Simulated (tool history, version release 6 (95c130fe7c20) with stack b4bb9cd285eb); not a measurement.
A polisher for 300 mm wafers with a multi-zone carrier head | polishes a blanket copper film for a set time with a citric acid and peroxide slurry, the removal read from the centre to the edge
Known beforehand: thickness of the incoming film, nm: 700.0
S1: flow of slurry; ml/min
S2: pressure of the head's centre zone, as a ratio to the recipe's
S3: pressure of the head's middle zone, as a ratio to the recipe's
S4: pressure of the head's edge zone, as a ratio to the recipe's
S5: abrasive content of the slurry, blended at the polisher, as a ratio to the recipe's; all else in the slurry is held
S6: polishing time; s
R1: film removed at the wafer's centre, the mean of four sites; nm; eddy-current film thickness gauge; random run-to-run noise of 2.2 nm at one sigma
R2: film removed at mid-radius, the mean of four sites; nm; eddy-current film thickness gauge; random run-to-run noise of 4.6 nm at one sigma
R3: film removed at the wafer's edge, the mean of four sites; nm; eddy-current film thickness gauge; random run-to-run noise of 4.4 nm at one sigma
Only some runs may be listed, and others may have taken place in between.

run,hour,S1,S2,S3,S4,S5,S6,R1,R2,R3
1,0,180,1,1,1,1,76,283.7,283.4,292.77
2,7.8,195,1.01,1.02,1.04,1.05,76,295.67,288.79,295.86
3,11.2,195,1.01,1.02,0.98,1.05,76,295.64,293.16,289.87
4,15.4,190,1,1.02,1.01,1.15,78,304.41,302.66,305.76
5,19.1,190,1,1.02,1.01,1.25,78,307.74,309.62,309.24
6,26.1,195,0.99,1.02,1.04,1.3,79,309.34,306.02,325.05

Run 7 comes next. What will it give?
7,27.7,205,0.99,1.04,1.05,1.35,79,?,?,?

R1: 312.82 nm
R2: 322.32 nm
R3: 324.67 nm

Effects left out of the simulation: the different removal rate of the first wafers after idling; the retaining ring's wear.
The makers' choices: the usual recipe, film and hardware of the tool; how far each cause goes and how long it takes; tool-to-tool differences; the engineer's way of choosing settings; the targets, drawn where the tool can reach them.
